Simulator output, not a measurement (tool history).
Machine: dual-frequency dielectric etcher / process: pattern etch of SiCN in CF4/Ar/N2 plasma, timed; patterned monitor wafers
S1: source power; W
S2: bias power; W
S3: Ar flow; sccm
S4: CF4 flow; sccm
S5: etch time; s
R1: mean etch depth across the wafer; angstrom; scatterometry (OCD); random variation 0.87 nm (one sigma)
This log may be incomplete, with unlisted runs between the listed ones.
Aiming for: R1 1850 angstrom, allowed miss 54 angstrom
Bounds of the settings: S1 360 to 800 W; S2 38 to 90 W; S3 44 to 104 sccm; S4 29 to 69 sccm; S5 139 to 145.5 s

Run 1, hour 0: S1 580 W, S2 64 W, S3 74 sccm, S4 49 sccm, S5 139 s. Result: R1 1447.5 angstrom.
Run 2, hour 8.6: S1 620 W, S2 65 W, S3 74 sccm, S4 49 sccm, S5 139 s. Result: R1 1557.6 angstrom.
Run 3, hour 11: S1 620 W, S2 65 W, S3 74 sccm, S4 41 sccm, S5 139 s. Result: R1 1513.6 angstrom.
Run 4, hour 12.3: S1 530 W, S2 65 W, S3 74 sccm, S4 41 sccm, S5 139 s. Result: R1 1295.9 angstrom.
Run 5, hour 15.7: S1 580 W, S2 66 W, S3 74 sccm, S4 41 sccm, S5 139 s. Result: R1 1425.7 angstrom.
Run 6, hour 19: S1 660 W, S2 66 W, S3 74 sccm, S4 41 sccm, S5 139 s. Result: R1 1637.4 angstrom.
Run 7, hour 20.2: S1 680 W, S2 66 W, S3 74 sccm, S4 41 sccm, S5 139 s. Result: R1 1691.6 angstrom.
Run 8, hour 28.2: S1 690 W, S2 66 W, S3 74 sccm, S4 41 sccm, S5 139 s. Result: R1 1711.9 angstrom.
Run 9, hour 29.7: S1 700 W, S2 66 W, S3 74 sccm, S4 41 sccm, S5 139 s. Result: R1 1738.4 angstrom.

Next run, 4 choices. One meets every target within its allowed miss, the rest don't. Which?
Run A, hour 31.2: S1 640 W, S2 80 W, S3 74 sccm, S4 34 sccm, S5 145.5 s. Result: R1 ?.
Run B, hour 31.2: S1 730 W, S2 63 W, S3 83 sccm, S4 41 sccm, S5 145.5 s. Result: R1 ?.
Run C, hour 31.2: S1 750 W, S2 63 W, S3 71 sccm, S4 44 sccm, S5 145.5 s. Result: R1 ?.
Run D, hour 31.2: S1 750 W, S2 69 W, S3 74 sccm, S4 40 sccm, S5 145.5 s. Result: R1 ?.

move      R1
   A  1741.1
   B    1827
   C  1953.2
   D  1977.6
A: just as far off the targets as the last run
B: each result inside its tolerance
C: takes the result that was furthest off past its target
D: takes the result that was furthest off past its target
B is the move that brings every result within its allowed miss.

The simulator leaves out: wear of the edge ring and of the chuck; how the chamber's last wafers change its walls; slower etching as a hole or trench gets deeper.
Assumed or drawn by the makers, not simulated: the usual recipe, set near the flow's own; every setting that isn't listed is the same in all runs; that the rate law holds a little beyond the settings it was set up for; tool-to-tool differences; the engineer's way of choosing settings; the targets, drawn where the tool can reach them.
